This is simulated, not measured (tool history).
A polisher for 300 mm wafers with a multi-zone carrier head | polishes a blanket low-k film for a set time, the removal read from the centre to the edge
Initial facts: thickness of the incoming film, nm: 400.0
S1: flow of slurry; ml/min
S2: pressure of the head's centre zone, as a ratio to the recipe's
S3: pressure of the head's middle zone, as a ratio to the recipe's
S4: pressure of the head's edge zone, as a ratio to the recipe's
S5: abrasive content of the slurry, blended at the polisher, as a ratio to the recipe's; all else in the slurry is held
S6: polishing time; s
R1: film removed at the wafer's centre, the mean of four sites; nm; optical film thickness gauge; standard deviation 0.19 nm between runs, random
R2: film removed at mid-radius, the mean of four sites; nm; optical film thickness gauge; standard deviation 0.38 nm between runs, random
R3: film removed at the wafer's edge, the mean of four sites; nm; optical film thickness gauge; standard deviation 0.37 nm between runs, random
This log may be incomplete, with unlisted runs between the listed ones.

run  hour   S1    S2    S3    S4    S5  S6      R1      R2      R3
  1     0  290     1     1     1     1  81  37.183  35.265  36.553
  2   2.7  290  0.99  0.99  0.99  0.95  81  36.077  35.174  35.864
  3   6.4  290  0.99  0.99  0.99   1.1  81  38.124  36.283  37.981
  4  11.4  290  0.98  0.97  0.99  1.05  81  37.014  35.688  36.812
  5  14.3  290  0.98  0.92  0.99  1.05  81  37.029  34.349  37.627
  6  20.2  290  0.98  0.92  0.99   1.2  81  38.119   36.65  38.098

Run 7 is up next; what results do you expect?
  7  28.3  285  0.88  0.95  0.89  0.95  72   ?   ?   ?

{"run 7": {"R1": 28.337, "R2": 30.776, "R3": 30.046}}
